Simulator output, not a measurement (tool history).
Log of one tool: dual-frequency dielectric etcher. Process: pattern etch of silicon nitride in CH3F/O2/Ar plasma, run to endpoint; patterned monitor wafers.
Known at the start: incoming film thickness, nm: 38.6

run  hour  source power (W)  bias power (W)  endpoint time (s)
  1     0               370              88             52.415
  2   5.2               370             102             49.349
  3   9.9               360              99              50.68
  4  15.4               400              99             48.477
  5  16.7               340              99             51.322
  6  17.4               340             115             47.671
  7  23.7               330             111             48.926
  8  24.5               320             107             50.582
  9  29.2               310             104             52.183
 10  32.7               310             104             51.271
 11  39.7               300             101             52.887
 12  48.1               290              99             53.722
 13  52.9               280              97             55.199

Run 14 comes next. What will it give?
 14  53.9               270              95                  ?

Run 14 gave endpoint time (s) 56.366.
